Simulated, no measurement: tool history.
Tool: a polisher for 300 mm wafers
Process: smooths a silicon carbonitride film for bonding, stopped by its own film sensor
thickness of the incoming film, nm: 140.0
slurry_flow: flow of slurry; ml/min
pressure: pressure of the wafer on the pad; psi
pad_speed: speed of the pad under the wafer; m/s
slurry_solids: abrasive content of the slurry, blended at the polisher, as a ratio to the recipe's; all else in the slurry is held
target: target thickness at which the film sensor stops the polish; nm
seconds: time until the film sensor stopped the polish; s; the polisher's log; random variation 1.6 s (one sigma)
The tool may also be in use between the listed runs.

Run 1, hour 0: slurry_flow 245 ml/min, pressure 1.4 psi, pad_speed 1.1 m/s, slurry_solids 1, target 128 nm. Result: seconds 68.958 s.
Run 2, hour 2.7: slurry_flow 245 ml/min, pressure 1.4 psi, pad_speed 1.1 m/s, slurry_solids 1, target 128 nm. Result: seconds 64.124 s.
Run 3, hour 7.6: slurry_flow 245 ml/min, pressure 1.6 psi, pad_speed 1.1 m/s, slurry_solids 1, target 128 nm. Result: seconds 61.007 s.
Run 4, hour 13.6: slurry_flow 245 ml/min, pressure 1.3 psi, pad_speed 1.1 m/s, slurry_solids 1, target 128 nm. Result: seconds 72.968 s.
Run 5, hour 15: slurry_flow 245 ml/min, pressure 1.3 psi, pad_speed 1.1 m/s, slurry_solids 0.8, target 128 nm. Result: seconds 79.234 s.
Run 6, hour 22.5: slurry_flow 245 ml/min, pressure 1.6 psi, pad_speed 1.1 m/s, slurry_solids 0.8, target 128 nm. Result: seconds 64.48 s.

The next listed run, before its measurement:
Run 7, hour 27.6: slurry_flow 245 ml/min, pressure 1.4 psi, pad_speed 1.08 m/s, slurry_solids 0.8, target 128 nm. Result: seconds ?.

Run 7 gave seconds 75.23 s.

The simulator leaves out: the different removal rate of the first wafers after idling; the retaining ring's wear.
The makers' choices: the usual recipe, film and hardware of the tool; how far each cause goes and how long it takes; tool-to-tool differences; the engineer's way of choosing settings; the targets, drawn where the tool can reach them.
